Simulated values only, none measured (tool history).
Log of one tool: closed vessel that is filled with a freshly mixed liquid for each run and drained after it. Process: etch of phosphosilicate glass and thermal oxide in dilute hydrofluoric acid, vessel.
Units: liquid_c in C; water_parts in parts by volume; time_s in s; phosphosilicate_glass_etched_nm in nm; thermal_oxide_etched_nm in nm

run	day	liquid_c	water_parts	time_s	phosphosilicate_glass_etched_nm	thermal_oxide_etched_nm
1	0.000	26.0	185	60	23.071	1.8472
2	0.362	27.5	165	60	28.133	2.1751
3	0.675	28.5	150	60	32.745	2.5022
4	1.021	29.5	140	60	36.750	2.9011
5	1.292	29.5	140	70	42.936	3.3932
# day 1.462: hydrofluoric acid flow meter replaced
6	1.462	30.5	140	70	41.337	3.3259
7	1.600	31.0	135	70	44.264	3.3874
8	1.671	31.5	130	70	46.988	3.5616

Run 9 comes next. What will it give?
9	1.879	31.5	130	70	?	?

{"run 9": {"phosphosilicate_glass_etched_nm": 46.969, "thermal_oxide_etched_nm": 3.6595}}

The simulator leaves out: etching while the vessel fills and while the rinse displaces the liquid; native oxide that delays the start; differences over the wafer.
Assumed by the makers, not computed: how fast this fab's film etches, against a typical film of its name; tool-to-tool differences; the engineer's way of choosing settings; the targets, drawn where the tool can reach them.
